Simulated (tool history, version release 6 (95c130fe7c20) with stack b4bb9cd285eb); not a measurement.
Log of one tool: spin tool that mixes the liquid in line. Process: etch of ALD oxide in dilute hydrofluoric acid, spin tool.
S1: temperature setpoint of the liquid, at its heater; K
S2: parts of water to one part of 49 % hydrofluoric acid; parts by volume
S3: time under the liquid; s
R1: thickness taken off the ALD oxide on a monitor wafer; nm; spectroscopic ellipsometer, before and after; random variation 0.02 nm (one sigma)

run,hour,S1,S2,S3,R1
1,0,295.15,245,85,7.0104
2,5.6,294.65,245,85,6.8304
3,10.7,294.15,245,85,6.7626
4,13.9,296.15,245,85,7.2871
5,19.5,295.15,245,85,6.9694
6,24,295.15,165,85,11.245
7,29.5,294.15,185,85,9.5238
8,38.2,293.15,195,85,8.5187

Forecast run 9:
9,39.7,292.65,205,85,?

{"run 9": {"R1": 7.9063}}
